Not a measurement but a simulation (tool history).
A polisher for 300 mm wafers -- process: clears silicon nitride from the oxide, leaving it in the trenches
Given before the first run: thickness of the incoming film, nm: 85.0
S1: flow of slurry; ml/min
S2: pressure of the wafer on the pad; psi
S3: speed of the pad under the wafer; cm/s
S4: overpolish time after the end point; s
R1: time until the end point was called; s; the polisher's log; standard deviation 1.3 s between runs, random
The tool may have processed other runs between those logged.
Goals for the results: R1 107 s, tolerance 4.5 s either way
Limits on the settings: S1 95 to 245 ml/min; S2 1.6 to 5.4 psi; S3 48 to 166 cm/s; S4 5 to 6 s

run,hour,S1,S2,S3,S4,R1
1,0,155,3.5,106,6,61.043
2,3.3,155,3.5,106,6,62.187
3,9.8,155,3,106,6,69.901
4,13.8,185,3,106,6,69.269
5,21.3,185,2.6,104,6,80.194
6,25.4,185,2.4,104,6,85.485
7,33.1,185,2.4,104,6,85.579
8,39.9,185,2.2,104,6,92.076
9,43.9,185,2.1,104,6,97.451

Below are 5 possible settings for the next run. Only one of them brings all results inside the allowed miss of their targets. Which is it?
A,47.9,170,1.9,104,6,?
B,47.9,180,2.6,92,6,?
C,47.9,145,3.3,82,5,?
D,47.9,165,2.3,106,5,?
E,47.9,180,2.1,108,6,?

move,R1
A,106.2
B,91.023
C,85.47
D,89.309
E,93.437
A: all results land within tolerance of their targets
B: misses by more than the last run did
C: misses by more than the last run did
D: misses by more than the last run did
E: misses by more than the last run did
So the answer is move A, the one that meets all the targets.
